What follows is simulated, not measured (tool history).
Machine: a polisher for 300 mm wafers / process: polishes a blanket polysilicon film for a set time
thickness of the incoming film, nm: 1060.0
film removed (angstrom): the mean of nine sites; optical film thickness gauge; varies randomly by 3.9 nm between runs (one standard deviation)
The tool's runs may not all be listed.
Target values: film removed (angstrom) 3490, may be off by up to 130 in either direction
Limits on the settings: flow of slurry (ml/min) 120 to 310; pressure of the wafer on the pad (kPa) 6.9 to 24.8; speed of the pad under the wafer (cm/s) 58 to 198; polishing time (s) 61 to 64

run,hour,flow of slurry (ml/min),pressure of the wafer on the pad (kPa),speed of the pad under the wafer (cm/s),polishing time (s),film removed (angstrom)
1,0,200,15.9,128,61,4437.7
2,0.6,200,15.2,128,61,4359.3
3,5.3,200,14.5,128,61,4213
4,12.9,235,14.5,128,61,4288.8
5,14.6,235,13.8,128,61,4141.1
6,22.5,205,13.8,128,61,4155
7,23.7,205,13.1,128,61,3963.7
8,25.8,205,12.4,128,61,3827

Below are 5 possible settings for the next run. Only one of them brings all results inside the allowed miss of their targets. Which is it?
A,27.9,200,9,124,63,?
B,27.9,190,11.7,108,62,?
C,27.9,260,9.7,114,64,?
D,27.9,160,13.1,118,64,?
E,27.9,235,11,122,61,?

move,film removed (angstrom)
A,3199
B,3159.2
C,3216.6
D,3682.5
E,3478.6
A: moves the result that the last run missed by most past its target, out the other side
B: moves the result that the last run missed by most past its target, out the other side
C: moves the result that the last run missed by most past its target, out the other side
D: nearer than the last run, and not there yet
E: every result within its allowed miss
Correct choice: E, which meets every target
